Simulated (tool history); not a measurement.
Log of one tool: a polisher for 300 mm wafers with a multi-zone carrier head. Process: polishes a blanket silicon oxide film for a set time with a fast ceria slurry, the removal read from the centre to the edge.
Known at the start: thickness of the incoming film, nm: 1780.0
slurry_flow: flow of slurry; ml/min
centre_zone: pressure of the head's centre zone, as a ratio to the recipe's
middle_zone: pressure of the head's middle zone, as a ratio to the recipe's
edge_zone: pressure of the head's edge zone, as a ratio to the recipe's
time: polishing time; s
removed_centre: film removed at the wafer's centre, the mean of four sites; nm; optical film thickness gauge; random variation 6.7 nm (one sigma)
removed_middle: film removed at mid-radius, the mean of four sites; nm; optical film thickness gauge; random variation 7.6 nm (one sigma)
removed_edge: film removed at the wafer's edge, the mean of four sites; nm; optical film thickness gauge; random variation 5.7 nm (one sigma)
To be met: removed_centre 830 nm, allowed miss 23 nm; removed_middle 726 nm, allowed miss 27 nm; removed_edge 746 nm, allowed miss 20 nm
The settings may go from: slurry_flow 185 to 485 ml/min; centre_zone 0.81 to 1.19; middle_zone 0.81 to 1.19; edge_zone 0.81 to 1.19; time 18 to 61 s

run	hour	slurry_flow	centre_zone	middle_zone	edge_zone	time	removed_centre	removed_middle	removed_edge
1	0	310	1	1	1	39	558.65	561.06	547.16
2	2.8	320	1.05	1.01	1.05	42	628.08	606.42	601.2
3	5.3	330	1.09	1.02	1.08	44	682.61	656.43	628.31
4	10.3	330	1.09	1.02	1.08	39	611.41	562.6	558.29
5	14.3	330	1.09	1.02	1.15	39	603.56	580.68	575.04
6	17.2	330	1.09	1.02	1.15	33	506.96	489.41	494.84
7	21	335	1.11	1	1.16	38	604.6	550.64	578.65
8	28.9	350	1.13	1.01	1.17	41	655.77	589.43	629.63
9	37.4	350	1.15	1.02	1.17	43	702.83	628.52	638.29
10	46.3	355	1.16	1.02	1.18	45	751.78	666.92	686.96
11	51.8	365	1.17	1.02	1.18	46	775.92	677.36	684.74
12	55.4	365	1.17	1.02	1.18	47	777.26	679.56	707.05
13	58	365	1.17	1.02	1.18	48	800.9	695.64	725.39

4 next moves are on the table. One of them brings every result within its allowed miss. Which?
A	60.6	420	1.19	1.06	1.11	48	?	?	?
B	60.6	370	1.16	0.98	1.14	47	?	?	?
C	60.6	460	1.1	0.9	1.17	49	?	?	?
D	60.6	365	1.15	0.99	1.13	50	?	?	?

move	removed_centre	removed_middle	removed_edge
A	815.6	729.09	712.89
B	772	665.98	703.27
C	773.47	657.81	749.75
D	813.58	713.66	744.62
A: brings the result that was furthest off to its target, and leaves another outside
B: further off than the last run
C: further off than the last run
D: meets every target
Move D is the one to make.
